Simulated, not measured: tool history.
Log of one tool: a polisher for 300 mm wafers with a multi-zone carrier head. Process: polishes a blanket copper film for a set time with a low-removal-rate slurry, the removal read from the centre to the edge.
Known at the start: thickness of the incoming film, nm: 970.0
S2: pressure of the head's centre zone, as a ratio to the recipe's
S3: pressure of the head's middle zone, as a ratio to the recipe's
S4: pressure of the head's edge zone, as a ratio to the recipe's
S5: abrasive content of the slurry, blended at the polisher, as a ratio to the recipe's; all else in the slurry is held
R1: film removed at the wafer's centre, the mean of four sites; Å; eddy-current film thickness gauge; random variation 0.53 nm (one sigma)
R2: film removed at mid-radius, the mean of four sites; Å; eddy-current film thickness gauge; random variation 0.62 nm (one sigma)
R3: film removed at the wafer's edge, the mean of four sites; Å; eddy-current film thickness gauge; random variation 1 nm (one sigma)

Run 1, hour 0.0: flow of slurry (ml/min) 240, S2 1.00, S3 1.00, S4 1.00, S5 1.00, polishing time (s) 40. Result: R1 955.61 Å, R2 955.12 Å, R3 969.37 Å.
Run 2, hour 5.5: flow of slurry (ml/min) 240, S2 1.00, S3 1.00, S4 0.98, S5 0.95, polishing time (s) 40. Result: R1 950.69 Å, R2 948.22 Å, R3 946.99 Å.
Run 3, hour 6.1: flow of slurry (ml/min) 235, S2 1.00, S3 0.99, S4 0.96, S5 0.90, polishing time (s) 40. Result: R1 930.59 Å, R2 929.87 Å, R3 936.37 Å.
Run 4, hour 14.4: flow of slurry (ml/min) 240, S2 1.01, S3 0.99, S4 0.94, S5 0.85, polishing time (s) 40. Result: R1 927.60 Å, R2 925.08 Å, R3 908.90 Å.
Run 5, hour 17.7: flow of slurry (ml/min) 240, S2 1.02, S3 0.98, S4 0.93, S5 0.80, polishing time (s) 40. Result: R1 930.54 Å, R2 906.52 Å, R3 895.95 Å.
Run 6, hour 19.5: flow of slurry (ml/min) 240, S2 1.07, S3 0.98, S4 0.93, S5 0.80, polishing time (s) 40. Result: R1 979.70 Å, R2 904.21 Å, R3 876.19 Å.
Run 7, hour 20.4: flow of slurry (ml/min) 240, S2 1.07, S3 0.98, S4 0.93, S5 0.80, polishing time (s) 40. Result: R1 980.73 Å, R2 903.79 Å, R3 865.74 Å.
Run 8, hour 22.0: flow of slurry (ml/min) 235, S2 1.07, S3 0.98, S4 0.92, S5 0.75, polishing time (s) 40. Result: R1 971.12 Å, R2 895.41 Å, R3 862.89 Å.
Run 9, hour 29.4: flow of slurry (ml/min) 235, S2 1.07, S3 0.98, S4 0.91, S5 0.70, polishing time (s) 40. Result: R1 945.83 Å, R2 883.43 Å, R3 850.37 Å.
Run 10, hour 31.1: flow of slurry (ml/min) 230, S2 1.07, S3 0.98, S4 0.90, S5 0.70, polishing time (s) 40. Result: R1 959.66 Å, R2 875.86 Å, R3 839.60 Å.
Run 11, hour 33.8: flow of slurry (ml/min) 185, S2 0.99, S3 0.96, S4 0.81, S5 0.55, polishing time (s) 40. Result: R1 814.70 Å, R2 811.07 Å, R3 741.52 Å.

Run 12 comes next. What will it give?
Run 12, hour 36.7: flow of slurry (ml/min) 190, S2 0.99, S3 0.96, S4 0.81, S5 0.55, polishing time (s) 40. Result: R1 ?, R2 ?, R3 ?.

{"run 12": {"R1": 817.0, "R2": 815.59, "R3": 770.54}}
